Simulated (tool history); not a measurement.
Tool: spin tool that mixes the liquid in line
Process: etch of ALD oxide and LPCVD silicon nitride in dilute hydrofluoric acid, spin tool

| run | day | temperature setpoint of the liquid (K) | parts of water to one part of 49 % hydrofluoric acid (parts by volume) | time under the liquid (s) | thickness taken off the ALD oxide on a monitor wafer (angstrom) | thickness taken off the LPCVD silicon nitride on a monitor wafer (angstrom) |
|---|---|---|---|---|---|---|
| 1 | 0 | 297.15 | 100 | 45 | 54.766 | 2.6241 |
| 2 | 0.225 | 295.15 | 100 | 45 | 50.645 | 2.4975 |
| 3 | 0.417 | 294.15 | 115 | 45 | 40.725 | 1.76 |
| 4 | 0.454 | 294.15 | 115 | 55 | 51.177 | 2.4607 |
| 5 | 0.783 | 293.15 | 130 | 55 | 42.086 | 1.7357 |
| 6 | 0.892 | 293.15 | 145 | 55 | 37.576 | 1.4633 |
| 7 | 0.938 | 292.65 | 155 | 55 | 33.822 | 1.707 |
| 8 | 1.225 | 292.15 | 160 | 55 | 32.027 | 0.97651 |
| 9 | 1.438 | 292.65 | 165 | 50 | 28.882 | 1.3419 |
| 10 | 1.65 | 292.15 | 170 | 50 | 26.976 | 1.188 |
| 11 | 1.892 | 292.15 | 170 | 50 | 27.125 | 1.2973 |

The next listed run, before its measurement:
| 12 | 2.121 | 291.65 | 170 | 50 | ? | ? |

{"run 12": {"thickness taken off the ALD oxide on a monitor wafer (angstrom)": 26.172, "thickness taken off the LPCVD silicon nitride on a monitor wafer (angstrom)": 0.93407}}
